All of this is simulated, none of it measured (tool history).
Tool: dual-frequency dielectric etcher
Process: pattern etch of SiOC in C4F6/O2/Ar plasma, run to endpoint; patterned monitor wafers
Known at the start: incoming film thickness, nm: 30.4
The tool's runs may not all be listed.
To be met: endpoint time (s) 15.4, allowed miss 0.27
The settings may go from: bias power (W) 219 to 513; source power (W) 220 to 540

| run | hour | bias power (W) | source power (W) | endpoint time (s) |
|---|---|---|---|---|
| 1 | 0 | 366 | 380 | 11.742 |
| 2 | 4.2 | 339 | 350 | 12.475 |
| 3 | 13.2 | 339 | 310 | 13.147 |
| 4 | 15.6 | 339 | 240 | 14.497 |
| 5 | 22.5 | 329 | 240 | 14.637 |
| 6 | 27.3 | 263 | 240 | 16.027 |
| 7 | 31.6 | 268 | 240 | 15.952 |
| 8 | 38.2 | 273 | 240 | 15.936 |
| 9 | 40.4 | 277 | 240 | 15.869 |
| 10 | 48.4 | 281 | 240 | 15.741 |
| 11 | 50.7 | 281 | 240 | 15.876 |

5 next moves are on the table. One of them brings every result within its allowed miss. Which?
| A | 53 | 284 | 230 | ? |
| B | 53 | 273 | 220 | ? |
| C | 53 | 254 | 250 | ? |
| D | 53 | 295 | 240 | ? |
| E | 53 | 281 | 220 | ? |

| move | endpoint time (s) |
|---|---|
| A | 16.019 |
| B | 16.571 |
| C | 16.287 |
| D | 15.508 |
| E | 16.365 |
A: further off than the last run
B: further off than the last run
C: further off than the last run
D: meets every target
E: further off than the last run
The right move is D.
